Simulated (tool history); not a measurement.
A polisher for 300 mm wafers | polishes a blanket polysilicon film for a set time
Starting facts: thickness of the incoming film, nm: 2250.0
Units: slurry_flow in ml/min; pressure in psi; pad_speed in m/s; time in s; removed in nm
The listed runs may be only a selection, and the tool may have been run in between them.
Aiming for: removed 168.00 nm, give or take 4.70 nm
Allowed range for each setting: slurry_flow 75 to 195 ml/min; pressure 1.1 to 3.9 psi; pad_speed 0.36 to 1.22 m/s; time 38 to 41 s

run,day,slurry_flow,pressure,pad_speed,time,removed
1,0.000,125,2.5,0.78,41,182.60
2,0.162,125,2.5,0.66,41,162.50
3,0.483,125,2.0,0.66,41,130.56
4,0.783,135,2.1,0.66,41,138.84
# day 1.079: head pressure recalibrated
5,1.079,135,2.1,0.66,38,143.14
6,1.292,145,2.1,0.66,38,146.15
7,1.396,155,2.1,0.66,38,146.30
8,1.533,165,2.1,0.66,38,149.13
9,1.854,170,2.1,0.66,38,147.78
10,1.888,175,2.2,0.66,38,156.19
11,2.238,180,2.2,0.66,38,156.30
12,2.400,185,2.2,0.66,38,156.24

Which one of the following 4 next-run settings gets every result inside its allowed miss? There is exactly one.
A,2.562,195,1.9,0.70,41,?
B,2.562,190,1.7,0.72,41,?
C,2.562,170,2.6,0.54,40,?
D,2.562,195,1.4,1.06,41,?

move,removed
A,153.45
B,140.20
C,167.37
D,155.67
A: moves away from the targets compared with the last run
B: moves away from the targets compared with the last run
C: in spec on every target
D: about the same distance from the targets as the last run
Correct choice: C, which meets every target
